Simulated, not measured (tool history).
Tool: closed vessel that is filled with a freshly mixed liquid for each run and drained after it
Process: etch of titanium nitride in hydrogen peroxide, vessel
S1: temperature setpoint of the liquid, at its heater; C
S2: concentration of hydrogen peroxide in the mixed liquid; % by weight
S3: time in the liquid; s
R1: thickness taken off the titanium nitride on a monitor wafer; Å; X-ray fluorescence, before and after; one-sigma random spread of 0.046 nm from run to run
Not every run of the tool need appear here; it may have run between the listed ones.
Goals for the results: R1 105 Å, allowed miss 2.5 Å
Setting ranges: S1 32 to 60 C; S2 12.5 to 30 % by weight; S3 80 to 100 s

run	hour	S1	S2	S3	R1
1	0	44	23.5	100	42.507
2	1.2	44	23.5	100	42.762
3	8.7	44	25.5	100	43.456
4	17.3	44	27.5	100	44.053
5	18.8	45.5	27.5	100	49.463
6	25.1	45.5	27.5	80	39.495
7	26.2	47.5	27.5	80	45.713
8	29	49	27.5	80	50.548
9	33.1	49	27.5	80	50.94
10	36.6	50.5	27.5	80	56.899
11	40.6	51.5	27.5	80	61.244
12	48.7	52.5	27.5	80	65.703
13	50.7	53.5	27.5	80	70.398
14	51.3	54	27.5	80	73.2
15	53.5	54.5	27.5	80	75.75
16	55.9	55	27.5	80	78.556
17	61.9	55.5	27.5	80	81.53

Which single option among these 4 for the next run brings every result within its allowed miss of target? Just one does.
A	67.9	56	26.5	100	?
B	67.9	53.5	26.5	80	?
C	67.9	59.5	28	85	?
D	67.9	55	27	95	?

move	R1
A	104.19
B	69.942
C	114.08
D	92.682
A: hits every target within its allowed miss
B: the biggest miss grows against the last run
C: takes the biggest miss from the last run beyond its target
D: an improvement on the last run, though not all results are within tolerance
A meets every target.
